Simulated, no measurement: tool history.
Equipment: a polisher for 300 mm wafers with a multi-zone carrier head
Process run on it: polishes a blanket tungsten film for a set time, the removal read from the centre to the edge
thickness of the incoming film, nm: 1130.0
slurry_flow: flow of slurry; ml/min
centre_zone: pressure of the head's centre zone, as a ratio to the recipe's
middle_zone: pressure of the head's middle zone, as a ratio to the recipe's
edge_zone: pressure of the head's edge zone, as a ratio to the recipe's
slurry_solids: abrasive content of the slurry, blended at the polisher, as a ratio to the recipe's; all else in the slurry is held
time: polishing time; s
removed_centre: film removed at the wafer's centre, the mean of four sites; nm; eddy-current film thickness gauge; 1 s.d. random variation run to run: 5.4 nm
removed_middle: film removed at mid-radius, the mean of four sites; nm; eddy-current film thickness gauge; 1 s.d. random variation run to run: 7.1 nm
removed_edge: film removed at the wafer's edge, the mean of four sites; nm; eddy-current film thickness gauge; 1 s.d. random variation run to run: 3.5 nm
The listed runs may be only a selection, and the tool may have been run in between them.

| run | hour | slurry_flow | centre_zone | middle_zone | edge_zone | slurry_solids | time | removed_centre | removed_middle | removed_edge |
|---|---|---|---|---|---|---|---|---|---|---|
| 1 | 0 | 255 | 1 | 1 | 1 | 1 | 63 | 294.79 | 291.99 | 298.3 |
| 2 | 1.8 | 260 | 1 | 1.01 | 1.01 | 1.05 | 65 | 307.76 | 322.71 | 315.62 |
| 3 | 3.5 | 260 | 1.01 | 1 | 1.03 | 1.1 | 66 | 328.45 | 323.3 | 325.38 |
| 4 | 6.7 | 260 | 1 | 1 | 1.04 | 1.15 | 68 | 339.47 | 332.19 | 336.12 |
| 5 | 12.9 | 260 | 0.99 | 1.01 | 1.05 | 1.2 | 70 | 346.04 | 353.96 | 359.2 |
| 6 | 18.7 | 260 | 0.99 | 1.01 | 0.98 | 1.2 | 70 | 339.52 | 351.01 | 349.47 |
| 7 | 25 | 260 | 0.99 | 1.02 | 0.99 | 1.25 | 71 | 357.96 | 357.02 | 361.69 |
|  | 26.4 | worn pad replaced by a new one |
| 8 | 26.4 | 265 | 0.99 | 1.03 | 1 | 1.3 | 72 | 403.37 | 410.04 | 407.13 |
| 9 | 34 | 275 | 0.98 | 1.03 | 1.01 | 1.3 | 72 | 395.73 | 428.53 | 407.68 |
| 10 | 39.7 | 275 | 0.98 | 1.03 | 1.03 | 1.3 | 72 | 409.84 | 420.77 | 417.84 |

What will run 11 give?
| 11 | 45.7 | 280 | 0.97 | 1.03 | 1.03 | 1.3 | 72 | ? | ? | ? |

removed_centre: 400.43 nm
removed_middle: 422.04 nm
removed_edge: 417.48 nm
